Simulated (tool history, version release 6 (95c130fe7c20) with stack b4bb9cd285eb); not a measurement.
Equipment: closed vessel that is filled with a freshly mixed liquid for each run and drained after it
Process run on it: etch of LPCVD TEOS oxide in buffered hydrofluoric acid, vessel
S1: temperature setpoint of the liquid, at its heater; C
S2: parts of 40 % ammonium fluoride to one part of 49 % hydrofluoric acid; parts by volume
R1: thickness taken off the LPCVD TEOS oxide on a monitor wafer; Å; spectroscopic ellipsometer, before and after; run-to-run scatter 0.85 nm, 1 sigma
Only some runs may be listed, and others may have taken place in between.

{"run": 1, "hour": 0.0, "S1": 21, "S2": 8.5, "time in the liquid (s)": 95, "R1": 1857.8}
{"run": 2, "hour": 5.8, "S1": 21.5, "S2": 8.5, "time in the liquid (s)": 95, "R1": 1908.7}
{"run": 3, "hour": 8.7, "S1": 20, "S2": 8.5, "time in the liquid (s)": 95, "R1": 1758.1}
{"run": 4, "hour": 16.2, "S1": 20, "S2": 8.5, "time in the liquid (s)": 95, "R1": 1762.4}
{"run": 5, "hour": 22.8, "S1": 21, "S2": 8.5, "time in the liquid (s)": 95, "R1": 1873.4}
{"run": 6, "hour": 30.1, "S1": 21, "S2": 8.5, "time in the liquid (s)": 105, "R1": 2052.9}
{"run": 7, "hour": 38.0, "S1": 21.5, "S2": 8.5, "time in the liquid (s)": 105, "R1": 2110.7}

Predict the results of run 8:
{"run": 8, "hour": 46.2, "S1": 22, "S2": 8.5, "time in the liquid (s)": 105, "R1": "?"}

Run 8 gave R1 2172.3 Å.
